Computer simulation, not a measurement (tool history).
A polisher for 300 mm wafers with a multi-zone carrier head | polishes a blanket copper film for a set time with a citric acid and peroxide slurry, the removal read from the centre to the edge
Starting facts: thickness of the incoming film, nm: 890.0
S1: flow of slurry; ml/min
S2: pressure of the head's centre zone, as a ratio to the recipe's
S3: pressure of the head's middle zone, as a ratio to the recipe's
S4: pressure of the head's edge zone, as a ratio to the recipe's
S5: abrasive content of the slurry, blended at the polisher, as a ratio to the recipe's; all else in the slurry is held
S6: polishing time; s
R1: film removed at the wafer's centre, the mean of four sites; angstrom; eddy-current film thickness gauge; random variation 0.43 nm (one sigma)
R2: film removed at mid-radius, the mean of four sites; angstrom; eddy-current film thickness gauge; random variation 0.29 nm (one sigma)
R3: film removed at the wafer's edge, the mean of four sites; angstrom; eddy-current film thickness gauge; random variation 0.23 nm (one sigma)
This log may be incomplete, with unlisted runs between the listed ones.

run  hour   S1    S2    S3    S4    S5  S6      R1      R2      R3
  1     0  160     1     1     1     1  34  522.36  511.47  507.34
  2   5.8  160  0.92     1     1     1  34  476.85  506.94  505.75
  3  14.3  160  0.92     1     1   0.9  34  460.78  498.68  498.33
  4  19.5  155  0.94  0.99  0.97  0.85  33  451.64  475.81  471.25
  5  24.7  150  0.96  0.98  0.94   0.8  32  452.71  450.45  451.39
  6  32.1  120  0.96  0.98  0.94   0.8  32  433.85  432.89   432.2
  7  36.2  115  0.97  0.98  0.92  0.75  32  425.28  423.38  420.76
  8  41.9  110  0.98  0.98   0.9   0.7  32  422.23  418.08  413.43

Run 9 comes next. What will it give?
  9  47.5  110  0.99  0.98  0.89  0.65  32   ?   ?   ?

Run 9 measured R1 419.37 angstrom, R2 419.32 angstrom, R3 403.5 angstrom.
